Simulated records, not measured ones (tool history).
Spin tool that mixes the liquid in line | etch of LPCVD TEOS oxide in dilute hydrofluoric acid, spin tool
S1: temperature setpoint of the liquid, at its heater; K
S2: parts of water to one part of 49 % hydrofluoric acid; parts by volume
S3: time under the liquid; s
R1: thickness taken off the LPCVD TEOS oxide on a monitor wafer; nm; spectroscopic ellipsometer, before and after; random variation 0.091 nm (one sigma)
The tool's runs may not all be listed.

run 1 hour=0.0 | S1=295.15 S2=135 S3=70 | R1=11.4800
run 2 hour=8.4 | S1=295.15 S2=135 S3=70 | R1=11.4730
run 3 hour=15.8 | S1=295.15 S2=135 S3=70 | R1=11.4160
run 4 hour=21.3 | S1=296.15 S2=135 S3=70 | R1=11.8600
run 5 hour=28.6 | S1=296.15 S2=160 S3=70 | R1=9.7165
run 6 hour=35.4 | S1=297.65 S2=155 S3=70 | R1=10.6530
run 7 hour=37.1 | S1=299.15 S2=155 S3=70 | R1=11.3970
run 8 hour=38.6 | S1=300.15 S2=155 S3=70 | R1=11.7430
run 9 hour=46.4 | S1=300.65 S2=155 S3=70 | R1=11.9630

Forecast run 10:
run 10 hour=51.8 | S1=301.15 S2=155 S3=70 | R1=?

R1: 12.3590 nm
